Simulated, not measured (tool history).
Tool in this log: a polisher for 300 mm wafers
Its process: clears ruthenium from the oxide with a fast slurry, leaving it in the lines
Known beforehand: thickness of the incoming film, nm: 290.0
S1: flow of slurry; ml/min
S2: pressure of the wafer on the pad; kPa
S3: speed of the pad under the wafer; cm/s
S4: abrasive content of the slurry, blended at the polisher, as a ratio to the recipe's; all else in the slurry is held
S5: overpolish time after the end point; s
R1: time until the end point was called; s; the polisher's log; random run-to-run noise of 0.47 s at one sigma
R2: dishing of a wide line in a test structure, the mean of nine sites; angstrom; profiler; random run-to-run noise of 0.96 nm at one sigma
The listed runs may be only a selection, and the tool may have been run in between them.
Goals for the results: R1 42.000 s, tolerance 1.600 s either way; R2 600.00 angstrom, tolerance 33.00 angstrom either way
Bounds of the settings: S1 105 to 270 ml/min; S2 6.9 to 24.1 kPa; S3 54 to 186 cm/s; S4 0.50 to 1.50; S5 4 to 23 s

run,hour,S1,S2,S3,S4,S5,R1,R2
1,0.0,175,15.2,118,1.00,12,71.776,400.21
2,7.4,175,15.2,118,1.00,14,71.096,475.16
3,9.5,180,17.9,118,1.00,13,60.251,489.70
4,10.9,180,17.9,118,1.00,15,60.386,570.27
5,18.7,180,17.9,118,1.10,15,56.192,587.46
6,22.9,180,17.9,118,1.10,12,56.986,490.12
7,31.0,205,22.1,120,1.10,10,44.625,521.38
8,39.9,205,22.8,120,1.10,11,44.407,578.98

Which single option among these 5 for the next run brings every result within its allowed miss of target? Just one does.
A,48.8,195,21.4,124,1.10,12,?,?
B,48.8,185,23.4,126,1.10,11,?,?
C,48.8,170,22.8,130,1.00,12,?,?
D,48.8,165,20.7,152,1.25,12,?,?
E,48.8,170,19.3,128,1.25,12,?,?

move,R1,R2
A,45.928,590.27
B,41.710,595.16
C,44.910,602.10
D,38.290,692.25
E,46.955,578.79
A: its largest miss is bigger than the last run's
B: each result inside its tolerance
C: its largest miss is bigger than the last run's
D: moves the result that the last run missed by most past its target, out the other side
E: its largest miss is bigger than the last run's
The right move is B.
